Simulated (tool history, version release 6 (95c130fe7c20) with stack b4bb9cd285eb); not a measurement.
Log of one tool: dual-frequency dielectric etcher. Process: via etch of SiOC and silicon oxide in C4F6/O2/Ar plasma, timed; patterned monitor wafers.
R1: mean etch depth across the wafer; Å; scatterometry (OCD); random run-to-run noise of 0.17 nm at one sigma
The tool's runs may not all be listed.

run 1 hour=0.0 | source_power_(W)=480 bias_power_(W)=149 etch_time_(s)=44.0 | R1=454.23
run 2 hour=4.0 | source_power_(W)=480 bias_power_(W)=125 etch_time_(s)=44.0 | R1=435.41
run 3 hour=4.6 | source_power_(W)=480 bias_power_(W)=125 etch_time_(s)=40.5 | R1=405.64
run 4 hour=8.3 | source_power_(W)=440 bias_power_(W)=125 etch_time_(s)=40.5 | R1=379.80
run 5 hour=14.5 | source_power_(W)=360 bias_power_(W)=125 etch_time_(s)=40.5 | R1=329.11
run 6 hour=23.2 | source_power_(W)=290 bias_power_(W)=125 etch_time_(s)=40.5 | R1=276.19
run 7 hour=31.6 | source_power_(W)=300 bias_power_(W)=125 etch_time_(s)=40.5 | R1=281.41
run 8 hour=36.0 | source_power_(W)=310 bias_power_(W)=125 etch_time_(s)=40.5 | R1=291.60

For run 9, what comes out?
run 9 hour=42.7 | source_power_(W)=310 bias_power_(W)=125 etch_time_(s)=40.5 | R1=?

For run 9 the tool returned R1 292.63 Å.
